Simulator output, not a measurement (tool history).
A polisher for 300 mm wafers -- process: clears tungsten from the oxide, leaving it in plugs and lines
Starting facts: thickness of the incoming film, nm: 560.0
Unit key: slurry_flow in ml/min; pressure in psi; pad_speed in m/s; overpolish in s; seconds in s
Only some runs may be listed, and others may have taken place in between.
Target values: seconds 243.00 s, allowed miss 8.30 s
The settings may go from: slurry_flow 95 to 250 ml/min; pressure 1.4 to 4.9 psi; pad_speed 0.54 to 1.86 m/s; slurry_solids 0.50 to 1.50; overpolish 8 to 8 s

run	hour	slurry_flow	pressure	pad_speed	slurry_solids	overpolish	seconds
1	0.0	160	3.1	1.18	1.00	8	141.99
2	7.3	160	2.9	1.18	1.00	8	147.80
3	12.1	160	2.9	0.88	1.00	8	175.87
4	13.9	175	2.9	0.88	1.00	8	171.91
5	22.5	175	2.9	0.88	0.80	8	187.28
6	23.4	195	2.9	0.88	0.80	8	184.30
7	29.0	195	2.8	0.88	0.80	8	188.11
8	35.6	190	2.7	0.88	0.80	8	201.25
9	38.7	145	2.4	0.88	0.80	8	226.03
10	43.5	140	2.3	0.88	0.80	8	231.79

Pick the move, out of 4, that brings all results within their allowed miss; only one does.
A	48.3	145	2.2	0.92	0.85	8	?
B	48.3	125	2.2	1.06	0.75	8	?
C	48.3	165	2.3	0.80	1.00	8	?
D	48.3	160	1.8	1.08	0.80	8	?

move	seconds
A	226.36
B	224.01
C	218.74
D	240.27
A: further off than the last run
B: further off than the last run
C: further off than the last run
D: hits every target within its allowed miss
D meets every target.
